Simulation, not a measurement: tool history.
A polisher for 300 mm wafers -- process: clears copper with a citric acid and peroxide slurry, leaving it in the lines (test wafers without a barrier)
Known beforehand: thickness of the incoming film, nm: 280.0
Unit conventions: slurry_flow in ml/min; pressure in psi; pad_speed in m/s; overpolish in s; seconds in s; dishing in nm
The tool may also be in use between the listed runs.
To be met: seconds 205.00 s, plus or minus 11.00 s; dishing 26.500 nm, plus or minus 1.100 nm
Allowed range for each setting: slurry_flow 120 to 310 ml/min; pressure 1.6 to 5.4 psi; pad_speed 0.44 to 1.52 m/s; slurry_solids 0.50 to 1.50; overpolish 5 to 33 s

run  hour  slurry_flow  pressure  pad_speed  slurry_solids  overpolish  seconds  dishing
  1   0.0          200       3.5       0.98           1.00          17   116.79   28.025
  2   4.0          200       2.9       0.96           1.00          20   129.50   28.203
  3  11.9          200       2.9       1.14           1.00          20   110.44   31.609
  4  15.1          195       2.5       1.02           1.00          22   133.90   29.401
  5  22.9          195       2.5       0.84           1.00          22   166.47   25.797
  6  25.2          240       2.5       0.84           1.00          22   160.25   26.084
  7  32.8          220       1.6       0.82           1.00          27   214.02   23.968
  8  35.4          220       1.7       0.82           1.00          27   208.00   24.878

4 next moves are on the table. One of them brings every result within its allowed miss. Which?
  A  38.0          225       1.8       0.70           1.00          32        ?        ?
  B  38.0          245       1.8       0.68           0.95          29        ?        ?
  C  38.0          205       1.6       0.88           0.85          30        ?        ?
  D  38.0          260       1.6       0.72           1.05          28        ?        ?

move  seconds  dishing
   A   232.67   26.136
   B   239.44   23.770
   C   207.83   26.971
   D   234.18   23.498
A: brings the last run's worst result on target, with another outside its allowed miss
B: its largest miss is bigger than the last run's
C: all results land within tolerance of their targets
D: its largest miss is bigger than the last run's
C meets every target.

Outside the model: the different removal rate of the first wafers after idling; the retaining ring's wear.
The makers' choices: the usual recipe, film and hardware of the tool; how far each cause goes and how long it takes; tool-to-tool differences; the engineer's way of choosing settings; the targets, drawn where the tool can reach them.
